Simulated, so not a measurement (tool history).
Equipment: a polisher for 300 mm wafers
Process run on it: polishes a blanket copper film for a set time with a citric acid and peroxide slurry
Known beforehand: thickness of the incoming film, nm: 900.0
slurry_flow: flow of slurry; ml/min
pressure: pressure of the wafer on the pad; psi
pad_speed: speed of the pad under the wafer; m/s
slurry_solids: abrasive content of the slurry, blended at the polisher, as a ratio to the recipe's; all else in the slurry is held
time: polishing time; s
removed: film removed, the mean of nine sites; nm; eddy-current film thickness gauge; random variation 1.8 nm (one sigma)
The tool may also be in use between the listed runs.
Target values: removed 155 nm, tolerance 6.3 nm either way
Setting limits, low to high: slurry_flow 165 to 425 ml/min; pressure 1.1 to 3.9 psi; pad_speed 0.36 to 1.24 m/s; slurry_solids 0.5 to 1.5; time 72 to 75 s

Run 1, hour 0: slurry_flow 275 ml/min, pressure 2.5 psi, pad_speed 0.8 m/s, slurry_solids 1, time 72 s. Result: removed 100.91 nm.
Run 2, hour 6.2: slurry_flow 275 ml/min, pressure 2.5 psi, pad_speed 0.8 m/s, slurry_solids 1, time 72 s. Result: removed 101.04 nm.
Run 3, hour 8.3: slurry_flow 275 ml/min, pressure 2.8 psi, pad_speed 0.8 m/s, slurry_solids 1, time 72 s. Result: removed 113.26 nm.
Run 4, hour 11.9: slurry_flow 250 ml/min, pressure 2.8 psi, pad_speed 0.8 m/s, slurry_solids 1, time 72 s. Result: removed 112.75 nm.
Run 5, hour 13.7: slurry_flow 250 ml/min, pressure 2.8 psi, pad_speed 0.8 m/s, slurry_solids 1.2, time 72 s. Result: removed 114.97 nm.
Run 6, hour 21: slurry_flow 250 ml/min, pressure 2.8 psi, pad_speed 0.8 m/s, slurry_solids 1.35, time 72 s. Result: removed 119.71 nm.
Run 7, hour 25.7: slurry_flow 250 ml/min, pressure 3 psi, pad_speed 0.8 m/s, slurry_solids 1.35, time 72 s. Result: removed 126.45 nm.
Run 8, hour 29.1: slurry_flow 250 ml/min, pressure 3.1 psi, pad_speed 0.8 m/s, slurry_solids 1.35, time 72 s. Result: removed 133.16 nm.
Run 9, hour 36.6: slurry_flow 250 ml/min, pressure 3.2 psi, pad_speed 0.8 m/s, slurry_solids 1.35, time 72 s. Result: removed 132.81 nm.

Which one of the following 4 next-run settings gets every result inside its allowed miss? There is exactly one.
Run A, hour 44.1: slurry_flow 255 ml/min, pressure 3.2 psi, pad_speed 0.94 m/s, slurry_solids 1.35, time 75 s. Result: removed ?.
Run B, hour 44.1: slurry_flow 250 ml/min, pressure 3 psi, pad_speed 0.62 m/s, slurry_solids 1.3, time 75 s. Result: removed ?.
Run C, hour 44.1: slurry_flow 305 ml/min, pressure 2.6 psi, pad_speed 0.84 m/s, slurry_solids 1.35, time 75 s. Result: removed ?.
Run D, hour 44.1: slurry_flow 260 ml/min, pressure 3.6 psi, pad_speed 0.72 m/s, slurry_solids 1.3, time 72 s. Result: removed ?.

move  removed
   A   152.38
   B   111.26
   C   118.41
   D   138.98
A: all results in spec
B: further off than the last run
C: further off than the last run
D: an improvement on the last run, though not all results are within tolerance
A is the move that brings every result within its allowed miss.
